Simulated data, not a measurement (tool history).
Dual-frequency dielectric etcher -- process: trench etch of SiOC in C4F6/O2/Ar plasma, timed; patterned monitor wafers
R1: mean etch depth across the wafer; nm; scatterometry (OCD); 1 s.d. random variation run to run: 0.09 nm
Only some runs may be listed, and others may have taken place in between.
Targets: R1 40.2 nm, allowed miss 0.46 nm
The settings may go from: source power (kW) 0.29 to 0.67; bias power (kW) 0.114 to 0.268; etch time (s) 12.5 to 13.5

{"run": 1, "day": 0.0, "source power (kW)": 0.48, "bias power (kW)": 0.191, "etch time (s)": 13.5, "R1": 34.453}
{"run": 2, "day": 0.075, "source power (kW)": 0.51, "bias power (kW)": 0.192, "etch time (s)": 13.5, "R1": 35.382}
{"run": 3, "day": 0.25, "source power (kW)": 0.44, "bias power (kW)": 0.192, "etch time (s)": 13.5, "R1": 33.176}
{"run": 4, "day": 0.333, "source power (kW)": 0.44, "bias power (kW)": 0.167, "etch time (s)": 13.5, "R1": 32.196}
{"run": 5, "day": 0.7, "source power (kW)": 0.48, "bias power (kW)": 0.171, "etch time (s)": 13.5, "R1": 33.472}
{"run": 6, "day": 0.938, "source power (kW)": 0.51, "bias power (kW)": 0.174, "etch time (s)": 13.5, "R1": 34.473}
{"run": 7, "day": 1.025, "source power (kW)": 0.54, "bias power (kW)": 0.177, "etch time (s)": 13.5, "R1": 35.422}
{"run": 8, "day": 1.188, "source power (kW)": 0.56, "bias power (kW)": 0.18, "etch time (s)": 13.5, "R1": 36.095}
{"run": 9, "day": 1.367, "source power (kW)": 0.58, "bias power (kW)": 0.183, "etch time (s)": 13.5, "R1": 36.923}
{"run": 10, "day": 1.488, "source power (kW)": 0.6, "bias power (kW)": 0.185, "etch time (s)": 13.5, "R1": 37.584}
{"run": 11, "day": 1.579, "source power (kW)": 0.61, "bias power (kW)": 0.187, "etch time (s)": 13.5, "R1": 37.972}
{"run": 12, "day": 1.95, "source power (kW)": 0.62, "bias power (kW)": 0.188, "etch time (s)": 13.5, "R1": 38.153}
{"run": 13, "day": 2.204, "source power (kW)": 0.63, "bias power (kW)": 0.19, "etch time (s)": 13.5, "R1": 38.547}
{"run": 14, "day": 2.275, "source power (kW)": 0.64, "bias power (kW)": 0.192, "etch time (s)": 13.5, "R1": 38.968}
{"run": 15, "day": 2.617, "source power (kW)": 0.64, "bias power (kW)": 0.192, "etch time (s)": 13.5, "R1": 38.858}
{"run": 16, "day": 2.958, "source power (kW)": 0.65, "bias power (kW)": 0.194, "etch time (s)": 13.5, "R1": 39.265}
{"run": 17, "day": 3.2, "source power (kW)": 0.65, "bias power (kW)": 0.195, "etch time (s)": 13.5, "R1": 39.242}

4 candidate next runs follow, results not yet known. Just one meets every target within its allowed miss. Identify it.
{"run": "A", "day": 3.442, "source power (kW)": 0.64, "bias power (kW)": 0.196, "etch time (s)": 13, "R1": "?"}
{"run": "B", "day": 3.442, "source power (kW)": 0.67, "bias power (kW)": 0.195, "etch time (s)": 13, "R1": "?"}
{"run": "C", "day": 3.442, "source power (kW)": 0.67, "bias power (kW)": 0.205, "etch time (s)": 13.5, "R1": "?"}
{"run": "D", "day": 3.442, "source power (kW)": 0.64, "bias power (kW)": 0.208, "etch time (s)": 13, "R1": "?"}

move=A R1=37.631
move=B R1=38.313
move=C R1=40.263
move=D R1=38.171
A: the biggest miss grows against the last run
B: the biggest miss grows against the last run
C: all results land within tolerance of their targets
D: the biggest miss grows against the last run
C meets every target.
